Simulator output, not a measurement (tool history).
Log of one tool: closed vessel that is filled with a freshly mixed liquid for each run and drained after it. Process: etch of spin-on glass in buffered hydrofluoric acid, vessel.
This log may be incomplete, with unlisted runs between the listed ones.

| run | hour | temperature setpoint of the liquid (K) | parts of 40 % ammonium fluoride to one part of 49 % hydrofluoric acid (parts by volume) | time in the liquid (s) | thickness taken off the spin-on glass on a monitor wafer (Å) |
|---|---|---|---|---|---|
| 1 | 0 | 298.15 | 22 | 95 | 1624.1 |
| 2 | 8.1 | 300.15 | 21 | 95 | 1845.8 |
| 3 | 10.5 | 301.65 | 20 | 95 | 2085.4 |
| 4 | 17.3 | 298.15 | 20 | 95 | 1727.1 |
| 5 | 25.4 | 300.15 | 19.5 | 95 | 1944.9 |
| 6 | 33.4 | 300.15 | 19.5 | 105 | 2178.6 |

Forecast run 7:
| 7 | 41.9 | 301.15 | 19.5 | 105 | ? |

{"run 7": {"thickness taken off the spin-on glass on a monitor wafer (Å)": 2292.9}}
